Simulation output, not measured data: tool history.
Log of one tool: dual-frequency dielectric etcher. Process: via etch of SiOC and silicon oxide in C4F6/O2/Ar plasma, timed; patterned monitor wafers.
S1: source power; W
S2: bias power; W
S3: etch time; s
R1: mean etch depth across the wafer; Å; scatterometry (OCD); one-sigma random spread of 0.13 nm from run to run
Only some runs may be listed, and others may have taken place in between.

Run 1, hour 0.0: S1 420 W, S2 161 W, S3 37.0 s. Result: R1 383.92 Å.
Run 2, hour 2.2: S1 410 W, S2 159 W, S3 37.0 s. Result: R1 379.31 Å.
Run 3, hour 10.9: S1 400 W, S2 157 W, S3 37.0 s. Result: R1 374.05 Å.
Run 4, hour 19.0: S1 390 W, S2 156 W, S3 37.0 s. Result: R1 370.61 Å.
Run 5, hour 21.7: S1 390 W, S2 156 W, S3 37.0 s. Result: R1 370.19 Å.
Run 6, hour 30.3: S1 390 W, S2 156 W, S3 37.0 s. Result: R1 368.45 Å.
Run 7, hour 39.1: S1 390 W, S2 156 W, S3 37.0 s. Result: R1 370.90 Å.
Run 8, hour 40.1: S1 380 W, S2 154 W, S3 37.0 s. Result: R1 364.27 Å.

Run 9 has not been measured yet. What should we expect?
Run 9, hour 43.0: S1 370 W, S2 153 W, S3 37.0 s. Result: R1 ?.

{"run 9": {"R1": 361.43}}
